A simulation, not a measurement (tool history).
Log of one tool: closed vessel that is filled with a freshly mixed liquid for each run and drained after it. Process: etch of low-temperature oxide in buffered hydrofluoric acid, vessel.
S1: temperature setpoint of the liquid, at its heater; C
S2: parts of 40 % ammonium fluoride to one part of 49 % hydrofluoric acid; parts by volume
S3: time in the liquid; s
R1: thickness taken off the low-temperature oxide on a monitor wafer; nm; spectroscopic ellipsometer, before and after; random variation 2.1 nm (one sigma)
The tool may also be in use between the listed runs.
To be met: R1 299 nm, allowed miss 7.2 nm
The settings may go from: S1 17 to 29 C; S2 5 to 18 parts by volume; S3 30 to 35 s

run,hour,S1,S2,S3,R1
1,0,21,11,35,129.16
2,8.7,17.5,11,35,104.75
3,14.3,17.5,9,35,121.52
4,17.3,20.5,8,35,165.89
5,20,23,8,35,191.41
6,22.7,24.5,8,35,205.16
7,25.1,25.5,7.5,35,235.33
8,29,26.5,7.5,35,250.65
9,36.8,27,7.5,35,253.6
10,46.1,27.5,7.5,35,260.13
11,49.6,28,7.5,35,268.91
12,57.7,28.5,7.5,35,275.29

Which of these 4 next moves meets every target?
A,65.8,27.5,5,30,?
B,65.8,28.5,7,35,?
C,65.8,29,6.5,35,?
D,65.8,26.5,6.5,35,?

move,R1
A,323.36
B,298.42
C,326.73
D,286.11
A: takes the result that was furthest off past its target
B: meets every target
C: takes the result that was furthest off past its target
D: nearer than the last run, and not there yet
Answer: B
